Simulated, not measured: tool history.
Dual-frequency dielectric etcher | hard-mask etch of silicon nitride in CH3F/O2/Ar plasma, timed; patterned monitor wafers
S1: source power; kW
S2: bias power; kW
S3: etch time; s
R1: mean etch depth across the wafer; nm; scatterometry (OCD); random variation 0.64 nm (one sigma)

run 1 hour=0.0 | S1=0.490 S2=0.056 S3=165.0 | R1=114.09
run 2 hour=0.7 | S1=0.460 S2=0.055 S3=164.5 | R1=110.59
run 3 hour=7.4 | S1=0.460 S2=0.046 S3=164.5 | R1=105.03
run 4 hour=9.2 | S1=0.450 S2=0.046 S3=164.5 | R1=104.66
run 5 hour=11.8 | S1=0.440 S2=0.045 S3=164.5 | R1=102.98
-- hour=16.4 bias power generator calibrated
run 6 hour=16.4 | S1=0.440 S2=0.045 S3=165.0 | R1=102.27

Forecast run 7:
run 7 hour=18.3 | S1=0.430 S2=0.045 S3=165.0 | R1=?

R1: 101.79 nm
